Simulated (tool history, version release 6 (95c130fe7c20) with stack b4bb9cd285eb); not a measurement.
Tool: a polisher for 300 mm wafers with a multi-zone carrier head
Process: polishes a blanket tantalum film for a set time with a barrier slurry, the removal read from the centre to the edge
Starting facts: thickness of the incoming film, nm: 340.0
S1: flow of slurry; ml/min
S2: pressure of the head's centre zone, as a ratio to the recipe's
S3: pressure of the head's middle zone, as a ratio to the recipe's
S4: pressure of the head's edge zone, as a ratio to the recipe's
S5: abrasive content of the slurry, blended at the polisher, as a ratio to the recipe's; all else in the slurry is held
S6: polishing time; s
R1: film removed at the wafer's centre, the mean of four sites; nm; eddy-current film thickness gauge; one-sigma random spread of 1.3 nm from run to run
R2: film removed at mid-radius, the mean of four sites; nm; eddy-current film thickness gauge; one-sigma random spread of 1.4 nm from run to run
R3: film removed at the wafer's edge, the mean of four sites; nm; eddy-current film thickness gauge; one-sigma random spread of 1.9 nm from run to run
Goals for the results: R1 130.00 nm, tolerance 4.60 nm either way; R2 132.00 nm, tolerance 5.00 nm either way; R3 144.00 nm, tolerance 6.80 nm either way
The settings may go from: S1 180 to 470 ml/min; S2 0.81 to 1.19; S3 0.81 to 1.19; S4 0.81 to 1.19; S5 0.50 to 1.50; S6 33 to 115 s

run    day   S1    S2    S3    S4    S5  S6      R1      R2      R3
  1  0.000  300  1.00  1.00  1.00  1.00  73  119.09  117.77  114.73
  2  0.271  300  0.99  1.00  1.02  1.05  73  121.65  120.27  121.67
  3  0.621  300  0.95  1.00  1.02  1.05  73  116.38  120.52  117.60
  4  0.667  300  0.90  1.00  1.02  1.05  73  109.81  120.95  118.38
  5  0.946  300  0.90  1.00  1.02  1.15  73  113.31  121.98  121.04
  6  1.275  300  0.98  1.00  1.02  1.15  73  122.90  122.24  122.36
  7  1.329  300  0.98  1.00  1.04  1.15  73  124.65  122.17  122.30
  8  1.546  300  0.96  0.99  1.05  1.20  74  124.14  126.07  123.73
  9  1.754  285  0.94  0.97  1.05  1.25  76  125.45  127.92  131.63
 10  2.125  285  0.94  0.97  1.05  1.25  76  126.15  127.19  134.15
 11  2.171  285  0.94  0.97  1.05  1.25  76  124.14  127.86  132.35
 12  2.525  280  0.94  0.97  1.05  1.30  76  127.42  126.98  130.83
 13  2.596  285  0.94  0.97  1.06  1.30  76  124.47  129.56  132.69
 14  2.950  280  0.94  0.96  1.07  1.30  76  129.16  127.50  133.58
 15  3.242  280  0.93  0.96  1.07  1.30  76  124.49  127.78  135.62

5 next moves are on the table. One of them brings every result within its allowed miss. Which?
  A  3.533  325  0.94  1.13  0.88  1.50  74   ?   ?   ?
  B  3.533  295  0.95  1.14  0.99  1.35  75   ?   ?   ?
  C  3.533  315  0.96  1.13  1.02  1.15  78   ?   ?   ?
  D  3.533  295  0.96  0.98  1.18  1.30  77   ?   ?   ?
  E  3.533  290  0.93  1.04  1.03  1.40  72   ?   ?   ?

move      R1      R2      R3
   A  129.54  147.62  127.47
   B  128.51  145.87  132.42
   C  129.51  144.46  133.82
   D  131.87  132.95  147.24
   E  121.67  132.13  130.85
A: lands further from the targets than the last run did
B: lands further from the targets than the last run did
C: lands further from the targets than the last run did
D: every result within its allowed miss
E: lands further from the targets than the last run did
The move that meets every target is D.
